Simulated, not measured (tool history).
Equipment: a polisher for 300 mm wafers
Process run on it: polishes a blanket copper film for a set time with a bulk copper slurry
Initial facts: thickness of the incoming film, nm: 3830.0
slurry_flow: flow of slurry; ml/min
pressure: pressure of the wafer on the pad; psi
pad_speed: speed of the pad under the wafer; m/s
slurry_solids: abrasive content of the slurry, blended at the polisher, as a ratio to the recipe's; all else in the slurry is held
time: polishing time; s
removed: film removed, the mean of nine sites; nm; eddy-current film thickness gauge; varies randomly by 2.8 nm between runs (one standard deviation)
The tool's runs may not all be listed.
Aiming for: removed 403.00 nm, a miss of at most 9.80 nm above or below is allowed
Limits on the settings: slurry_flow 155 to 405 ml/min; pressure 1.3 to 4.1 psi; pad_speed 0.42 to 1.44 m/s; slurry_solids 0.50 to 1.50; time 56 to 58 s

run 1 day=0.000 | slurry_flow=260 pressure=2.7 pad_speed=0.92 slurry_solids=1.00 time=56 | removed=486.94
run 2 day=0.067 | slurry_flow=260 pressure=3.2 pad_speed=0.92 slurry_solids=1.00 time=56 | removed=566.76
run 3 day=0.367 | slurry_flow=255 pressure=3.0 pad_speed=0.92 slurry_solids=1.00 time=56 | removed=534.39
run 4 day=0.417 | slurry_flow=255 pressure=3.5 pad_speed=0.92 slurry_solids=1.00 time=56 | removed=609.02
run 5 day=0.521 | slurry_flow=250 pressure=3.3 pad_speed=0.92 slurry_solids=1.00 time=56 | removed=577.99
run 6 day=0.696 | slurry_flow=245 pressure=3.1 pad_speed=0.92 slurry_solids=1.00 time=56 | removed=538.18
run 7 day=0.767 | slurry_flow=235 pressure=2.4 pad_speed=0.92 slurry_solids=1.00 time=56 | removed=428.14
run 8 day=0.950 | slurry_flow=235 pressure=2.4 pad_speed=0.92 slurry_solids=1.00 time=56 | removed=425.19
run 9 day=1.125 | slurry_flow=230 pressure=2.4 pad_speed=0.92 slurry_solids=1.00 time=56 | removed=424.03

Pick the move, out of 5, that brings all results within their allowed miss; only one does.
run A day=1.300 | slurry_flow=215 pressure=2.6 pad_speed=0.94 slurry_solids=1.05 time=56 | removed=?
run B day=1.300 | slurry_flow=220 pressure=2.3 pad_speed=0.94 slurry_solids=0.90 time=56 | removed=?
run C day=1.300 | slurry_flow=250 pressure=2.4 pad_speed=0.96 slurry_solids=0.85 time=58 | removed=?
run D day=1.300 | slurry_flow=200 pressure=2.5 pad_speed=0.90 slurry_solids=1.00 time=56 | removed=?
run E day=1.300 | slurry_flow=225 pressure=2.3 pad_speed=1.00 slurry_solids=0.85 time=58 | removed=?

move=A removed=460.40
move=B removed=397.75
move=C removed=439.44
move=D removed=417.09
move=E removed=433.79
A: the biggest miss grows against the last run
B: all results land within tolerance of their targets
C: the biggest miss grows against the last run
D: better than the last run, though not everything is in spec
E: the biggest miss grows against the last run
Go with B: it meets all targets.

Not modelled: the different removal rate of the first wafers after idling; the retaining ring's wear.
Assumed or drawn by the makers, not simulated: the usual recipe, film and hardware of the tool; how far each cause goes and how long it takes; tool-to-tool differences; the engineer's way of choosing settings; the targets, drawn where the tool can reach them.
